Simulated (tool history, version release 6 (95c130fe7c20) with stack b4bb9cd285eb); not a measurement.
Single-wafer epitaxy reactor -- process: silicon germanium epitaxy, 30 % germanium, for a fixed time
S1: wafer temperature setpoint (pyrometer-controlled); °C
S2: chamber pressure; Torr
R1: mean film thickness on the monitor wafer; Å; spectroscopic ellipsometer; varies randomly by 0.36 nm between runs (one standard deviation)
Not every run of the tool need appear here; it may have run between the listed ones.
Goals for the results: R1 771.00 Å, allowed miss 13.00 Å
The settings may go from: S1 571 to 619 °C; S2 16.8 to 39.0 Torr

run 1 hour=0.0 | S1=595 S2=27.9 | R1=631.62
run 2 hour=7.2 | S1=595 S2=24.1 | R1=596.54
run 3 hour=14.2 | S1=595 S2=22.3 | R1=574.13
run 4 hour=20.3 | S1=600 S2=22.4 | R1=632.02
run 5 hour=25.7 | S1=604 S2=22.5 | R1=684.70
run 6 hour=32.4 | S1=606 S2=22.5 | R1=717.69
-- hour=40.8 pyrometer calibrated
run 7 hour=40.8 | S1=607 S2=22.5 | R1=671.09
run 8 hour=45.9 | S1=611 S2=22.9 | R1=735.77

Below are 5 possible settings for the next run. Only one of them brings all results inside the allowed miss of their targets. Which is it?
run A hour=51.0 | S1=615 S2=19.9 | R1=?
run B hour=51.0 | S1=614 S2=22.2 | R1=?
run C hour=51.0 | S1=607 S2=23.5 | R1=?
run D hour=51.0 | S1=612 S2=22.7 | R1=?
run E hour=51.0 | S1=608 S2=24.7 | R1=?

move=A R1=737.62
move=B R1=760.87
move=C R1=677.94
move=D R1=738.45
move=E R1=707.84
A: moves toward the targets from the last run without getting all of them in spec
B: hits every target within its allowed miss
C: lands further from the targets than the last run did
D: moves toward the targets from the last run without getting all of them in spec
E: lands further from the targets than the last run did
Answer: B
